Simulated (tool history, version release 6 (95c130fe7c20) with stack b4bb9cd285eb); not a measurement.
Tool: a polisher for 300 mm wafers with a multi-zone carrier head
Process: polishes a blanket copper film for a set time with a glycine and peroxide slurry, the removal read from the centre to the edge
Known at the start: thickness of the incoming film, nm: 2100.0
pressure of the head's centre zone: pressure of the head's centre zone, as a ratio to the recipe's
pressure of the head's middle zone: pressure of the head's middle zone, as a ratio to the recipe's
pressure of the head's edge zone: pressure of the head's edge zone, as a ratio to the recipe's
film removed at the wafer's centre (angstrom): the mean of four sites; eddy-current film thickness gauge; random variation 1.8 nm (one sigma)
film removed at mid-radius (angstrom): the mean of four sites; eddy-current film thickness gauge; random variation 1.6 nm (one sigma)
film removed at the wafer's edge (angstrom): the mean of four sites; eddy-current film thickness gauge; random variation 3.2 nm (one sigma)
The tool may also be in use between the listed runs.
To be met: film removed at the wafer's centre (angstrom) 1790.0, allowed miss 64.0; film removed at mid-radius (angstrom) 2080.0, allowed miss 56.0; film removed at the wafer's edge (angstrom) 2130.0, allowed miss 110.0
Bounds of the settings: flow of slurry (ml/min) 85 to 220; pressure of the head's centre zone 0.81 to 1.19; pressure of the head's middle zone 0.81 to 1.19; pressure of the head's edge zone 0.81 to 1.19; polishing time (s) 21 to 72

| run | hour | flow of slurry (ml/min) | pressure of the head's centre zone | pressure of the head's middle zone | pressure of the head's edge zone | polishing time (s) | film removed at the wafer's centre (angstrom) | film removed at mid-radius (angstrom) | film removed at the wafer's edge (angstrom) |
|---|---|---|---|---|---|---|---|---|---|
| 1 | 0.0 | 140 | 1.00 | 1.00 | 1.00 | 46 | 2841.4 | 2753.1 | 2743.4 |
| 2 | 7.2 | 115 | 1.00 | 1.00 | 1.00 | 46 | 2655.0 | 2649.7 | 2656.5 |
| 3 | 8.3 | 115 | 1.00 | 1.00 | 1.05 | 46 | 2672.1 | 2649.3 | 2716.5 |
| 4 | 13.3 | 115 | 1.00 | 0.96 | 1.05 | 46 | 2705.6 | 2579.9 | 2784.6 |
| 5 | 21.0 | 115 | 0.94 | 0.96 | 1.05 | 46 | 2531.4 | 2583.7 | 2764.1 |
| 6 | 28.7 | 100 | 0.94 | 0.96 | 1.05 | 46 | 2399.5 | 2421.8 | 2641.3 |
| 7 | 34.2 | 100 | 0.93 | 0.96 | 1.04 | 45 | 2287.5 | 2415.1 | 2599.3 |
| 8 | 35.5 | 100 | 0.92 | 0.96 | 1.02 | 44 | 2235.6 | 2350.8 | 2461.9 |
| 9 | 44.6 | 100 | 0.91 | 0.96 | 1.02 | 44 | 2242.8 | 2365.9 | 2517.4 |
| 10 | 48.7 | 100 | 0.90 | 0.96 | 1.01 | 43 | 2145.5 | 2294.6 | 2403.1 |
| 11 | 56.8 | 100 | 0.89 | 0.96 | 1.00 | 43 | 2074.7 | 2311.1 | 2453.1 |
| 12 | 60.7 | 100 | 0.89 | 0.96 | 0.99 | 43 | 2071.3 | 2297.2 | 2443.1 |
| 13 | 67.4 | 100 | 0.89 | 0.96 | 0.98 | 42 | 2037.2 | 2250.7 | 2299.6 |
| 14 | 69.1 | 100 | 0.88 | 0.96 | 0.97 | 42 | 2024.4 | 2243.0 | 2384.6 |
| 15 | 76.3 | 95 | 0.87 | 0.98 | 0.96 | 40 | 1887.1 | 2111.7 | 2151.8 |

5 next moves are on the table. One of them brings every result within its allowed miss. Which?
| A | 83.5 | 90 | 0.88 | 1.01 | 0.97 | 39 | ? | ? | ? |
| B | 83.5 | 95 | 0.88 | 0.93 | 1.01 | 38 | ? | ? | ? |
| C | 83.5 | 85 | 0.90 | 0.89 | 0.94 | 43 | ? | ? | ? |
| D | 83.5 | 85 | 0.88 | 0.93 | 0.95 | 40 | ? | ? | ? |
| E | 83.5 | 100 | 0.89 | 1.07 | 0.92 | 36 | ? | ? | ? |

| move | film removed at the wafer's centre (angstrom) | film removed at mid-radius (angstrom) | film removed at the wafer's edge (angstrom) |
|---|---|---|---|
| A | 1829.8 | 2066.5 | 2092.8 |
| B | 1823.8 | 1939.2 | 2103.8 |
| C | 2008.5 | 2040.3 | 2247.1 |
| D | 1827.0 | 1956.1 | 2098.5 |
| E | 1785.3 | 2064.2 | 1937.1 |
A: meets every target
B: brings the result that was furthest off to its target, and leaves another outside
C: further off than the last run
D: brings the result that was furthest off to its target, and leaves another outside
E: brings the result that was furthest off to its target, and leaves another outside
The right move is A.
